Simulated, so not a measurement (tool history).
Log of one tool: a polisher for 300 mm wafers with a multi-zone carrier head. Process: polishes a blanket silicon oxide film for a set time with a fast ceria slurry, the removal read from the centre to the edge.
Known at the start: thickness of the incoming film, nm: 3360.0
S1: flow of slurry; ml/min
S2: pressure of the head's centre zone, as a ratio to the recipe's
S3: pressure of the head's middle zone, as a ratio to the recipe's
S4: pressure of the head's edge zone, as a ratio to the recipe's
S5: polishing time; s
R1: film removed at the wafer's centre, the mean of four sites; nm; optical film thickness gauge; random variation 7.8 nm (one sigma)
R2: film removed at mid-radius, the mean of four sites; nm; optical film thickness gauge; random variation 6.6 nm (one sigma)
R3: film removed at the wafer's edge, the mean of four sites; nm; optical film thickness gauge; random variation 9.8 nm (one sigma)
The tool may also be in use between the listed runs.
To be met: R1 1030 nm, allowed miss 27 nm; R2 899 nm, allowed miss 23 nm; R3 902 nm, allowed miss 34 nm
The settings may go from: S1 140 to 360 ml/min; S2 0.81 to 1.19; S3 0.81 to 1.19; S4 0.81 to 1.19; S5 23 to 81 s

Run 1, day 0: S1 230 ml/min, S2 1, S3 1, S4 1, S5 52 s. Result: R1 1045.4 nm, R2 1042.9 nm, R3 1036.2 nm.
Run 2, day 0.229: S1 230 ml/min, S2 1, S3 1.05, S4 1, S5 52 s. Result: R1 1016.9 nm, R2 1084.5 nm, R3 1038.9 nm.
Run 3, day 0.496: S1 220 ml/min, S2 1.01, S3 1.02, S4 0.97, S5 51 s. Result: R1 1014.2 nm, R2 1022.8 nm, R3 996.63 nm.
Run 4, day 0.612: S1 220 ml/min, S2 1.01, S3 0.96, S4 0.97, S5 51 s. Result: R1 1004.7 nm, R2 1002.8 nm, R3 1008.2 nm.
Run 5, day 0.712: S1 215 ml/min, S2 1.04, S3 0.94, S4 0.94, S5 50 s. Result: R1 1018 nm, R2 943.89 nm, R3 948.74 nm.
Run 6, day 0.854: S1 215 ml/min, S2 1.04, S3 0.94, S4 0.94, S5 61 s. Result: R1 1270.7 nm, R2 1162.1 nm, R3 1176.5 nm.
Run 7, day 1.088: S1 210 ml/min, S2 1.04, S3 0.92, S4 0.91, S5 58 s. Result: R1 1182.9 nm, R2 1082.7 nm, R3 1118.9 nm.
Run 8, day 1.221: S1 210 ml/min, S2 1.05, S3 0.92, S4 0.9, S5 55 s. Result: R1 1140.6 nm, R2 1009.2 nm, R3 1045.2 nm.
Run 9, day 1.275: S1 205 ml/min, S2 1.06, S3 0.93, S4 0.89, S5 53 s. Result: R1 1090.1 nm, R2 988.26 nm, R3 1004.8 nm.
Run 10, day 1.362: S1 205 ml/min, S2 1.07, S3 0.93, S4 0.88, S5 52 s. Result: R1 1090.1 nm, R2 974.1 nm, R3 999.02 nm.
Run 11, day 1.704: S1 215 ml/min, S2 1.08, S3 0.93, S4 0.87, S5 50 s. Result: R1 1066.6 nm, R2 925.47 nm, R3 926.25 nm.
Run 12, day 2.067: S1 215 ml/min, S2 1.08, S3 0.93, S4 0.86, S5 50 s. Result: R1 1047.5 nm, R2 926.84 nm, R3 929.18 nm.
Run 13, day 2.129: S1 215 ml/min, S2 1.08, S3 0.93, S4 0.85, S5 50 s. Result: R1 1060.1 nm, R2 947.9 nm, R3 939.09 nm.

Which of these 5 next moves meets every target?
Run A, day 2.192: S1 175 ml/min, S2 1.02, S3 0.85, S4 0.91, S5 53 s. Result: R1 ?, R2 ?, R3 ?.
Run B, day 2.192: S1 210 ml/min, S2 1.11, S3 0.95, S4 0.91, S5 47 s. Result: R1 ?, R2 ?, R3 ?.
Run C, day 2.192: S1 225 ml/min, S2 1.08, S3 0.98, S4 0.84, S5 48 s. Result: R1 ?, R2 ?, R3 ?.
Run D, day 2.192: S1 160 ml/min, S2 0.96, S3 0.88, S4 0.86, S5 54 s. Result: R1 ?, R2 ?, R3 ?.
Run E, day 2.192: S1 145 ml/min, S2 0.98, S3 0.92, S4 0.83, S5 53 s. Result: R1 ?, R2 ?, R3 ?.

move      R1      R2      R3
   A    1041  922.89  985.84
   B  1022.9  910.68  882.86
   C  1022.8   960.2  880.57
   D  989.68  960.68  979.26
   E  982.85  970.15  943.45
A: further off than the last run
B: meets every target
C: further off than the last run
D: further off than the last run
E: further off than the last run
Move B is the one to make.

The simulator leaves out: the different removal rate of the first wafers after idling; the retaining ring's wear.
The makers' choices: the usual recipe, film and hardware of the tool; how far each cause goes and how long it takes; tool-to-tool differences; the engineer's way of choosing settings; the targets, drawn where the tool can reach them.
